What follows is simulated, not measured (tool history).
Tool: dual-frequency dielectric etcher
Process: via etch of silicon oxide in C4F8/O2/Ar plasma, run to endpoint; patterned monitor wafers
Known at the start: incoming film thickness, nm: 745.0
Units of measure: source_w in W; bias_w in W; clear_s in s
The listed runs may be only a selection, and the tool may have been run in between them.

| run | hour | source_w | bias_w | clear_s |
|---|---|---|---|---|
| 1 | 0 | 2040 | 1728 | 161.1 |
| 2 | 8.7 | 2040 | 1531 | 167.8 |
| 3 | 12 | 1940 | 1508 | 172.61 |
| 4 | 15.2 | 2070 | 1508 | 167.53 |
| 5 | 21.3 | 1970 | 1488 | 172.52 |
| 6 | 27.6 | 1900 | 1475 | 174.37 |
| 7 | 30.7 | 1830 | 1458 | 177.95 |
| 8 | 32.2 | 1780 | 1447 | 179.09 |
| 9 | 34.2 | 1730 | 1434 | 181.41 |
| 10 | 42.6 | 1690 | 1424 | 183.39 |
| 11 | 48 | 1690 | 1424 | 183.57 |

Run 12 has not been measured yet. What should we expect?
| 12 | 53.6 | 1660 | 1417 | ? |

clear_s: 184.51 s

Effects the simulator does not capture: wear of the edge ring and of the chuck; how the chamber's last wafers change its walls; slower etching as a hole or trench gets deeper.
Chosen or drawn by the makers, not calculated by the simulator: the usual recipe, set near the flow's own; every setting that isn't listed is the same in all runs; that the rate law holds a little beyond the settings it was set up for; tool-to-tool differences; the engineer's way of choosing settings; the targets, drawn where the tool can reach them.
